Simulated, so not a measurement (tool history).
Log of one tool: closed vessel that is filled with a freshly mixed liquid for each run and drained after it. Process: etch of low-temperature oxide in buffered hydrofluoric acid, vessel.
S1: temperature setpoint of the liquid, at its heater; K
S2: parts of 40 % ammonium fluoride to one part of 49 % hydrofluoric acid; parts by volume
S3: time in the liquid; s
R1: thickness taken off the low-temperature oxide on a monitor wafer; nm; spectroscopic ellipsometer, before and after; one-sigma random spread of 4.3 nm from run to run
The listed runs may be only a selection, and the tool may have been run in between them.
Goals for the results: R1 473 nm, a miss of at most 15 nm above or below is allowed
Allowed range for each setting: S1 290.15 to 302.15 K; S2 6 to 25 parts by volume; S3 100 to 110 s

run    day      S1    S2   S3      R1
  1      0  294.15  15.5  100  200.36
  2  0.125  294.15  15.5  110  222.25
  3  0.483  296.15    14  110  271.67
  4  0.846  297.65  12.5  110  322.79
  5  1.075  297.65    16  110  257.42
  6  1.296  298.65    14  110  312.32
  7   1.65  299.65    13  110  360.26
  8  1.846  300.15  12.5  110  377.23
  9  1.929  300.65    12  110  413.01
 10  2.046  301.15    12  110   410.7
 11  2.396  302.15    10  110  525.23
 12    2.5  301.65    10  110  511.76
 13  2.867  301.15    10  110     498

Next run, 5 choices. One meets every target within its allowed miss, the rest don't. Which?
  A  3.233  299.65  9.5  110   ?
  B  3.233  301.65  8.5  100   ?
  C  3.233  299.15  7.5  100   ?
  D  3.233  300.15  8.5  110   ?
  E  3.233  301.65   10  110   ?

move      R1
   A  476.66
   B  530.57
   C  531.68
   D  538.89
   E  513.42
A: meets every target
B: misses by more than the last run did
C: misses by more than the last run did
D: misses by more than the last run did
E: misses by more than the last run did
So the answer is move A, the one that meets all the targets.

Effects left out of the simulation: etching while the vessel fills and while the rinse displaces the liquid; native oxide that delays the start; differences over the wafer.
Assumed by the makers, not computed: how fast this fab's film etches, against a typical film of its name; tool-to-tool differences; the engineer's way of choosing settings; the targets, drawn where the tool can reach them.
